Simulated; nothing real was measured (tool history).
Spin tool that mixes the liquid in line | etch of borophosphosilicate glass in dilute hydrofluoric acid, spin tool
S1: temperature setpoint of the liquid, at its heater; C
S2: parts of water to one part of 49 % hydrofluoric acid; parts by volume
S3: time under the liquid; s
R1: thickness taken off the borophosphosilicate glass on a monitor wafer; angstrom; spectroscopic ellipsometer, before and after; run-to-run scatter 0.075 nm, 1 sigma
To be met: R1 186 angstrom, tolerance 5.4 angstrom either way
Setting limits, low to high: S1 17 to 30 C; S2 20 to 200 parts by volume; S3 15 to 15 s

Run 1, day 0: S1 22 C, S2 110 parts by volume, S3 15 s. Result: R1 56.56 angstrom.
Run 2, day 0.138: S1 24.5 C, S2 85 parts by volume, S3 15 s. Result: R1 83.236 angstrom.
Run 3, day 0.342: S1 26 C, S2 70 parts by volume, S3 15 s. Result: R1 109.8 angstrom.
Run 4, day 0.446: S1 26 C, S2 105 parts by volume, S3 15 s. Result: R1 69.301 angstrom.
Run 5, day 0.571: S1 23 C, S2 105 parts by volume, S3 15 s. Result: R1 62.067 angstrom.
Run 6, day 0.733: S1 23 C, S2 75 parts by volume, S3 15 s. Result: R1 90.167 angstrom.
At day 0.85: hydrofluoric acid flow meter replaced.
Run 7, day 0.85: S1 25 C, S2 65 parts by volume, S3 15 s. Result: R1 125.6 angstrom.
Run 8, day 0.996: S1 29 C, S2 65 parts by volume, S3 15 s. Result: R1 146.41 angstrom.
Run 9, day 1.029: S1 29.5 C, S2 60 parts by volume, S3 15 s. Result: R1 163.62 angstrom.

5 next moves are on the table. One of them brings every result within its allowed miss. Which?
Run A, day 1.062: S1 29.5 C, S2 70 parts by volume, S3 15 s. Result: R1 ?.
Run B, day 1.062: S1 28 C, S2 50 parts by volume, S3 15 s. Result: R1 ?.
Run C, day 1.062: S1 24 C, S2 55 parts by volume, S3 15 s. Result: R1 ?.
Run D, day 1.062: S1 25 C, S2 60 parts by volume, S3 15 s. Result: R1 ?.
Run E, day 1.062: S1 27 C, S2 55 parts by volume, S3 15 s. Result: R1 ?.

move      R1
   A  138.49
   B  188.23
   C  144.56
   D  137.11
   E  163.24
A: its largest miss is bigger than the last run's
B: all results land within tolerance of their targets
C: its largest miss is bigger than the last run's
D: its largest miss is bigger than the last run's
E: just as far off the targets as the last run
Go with B: it meets all targets.
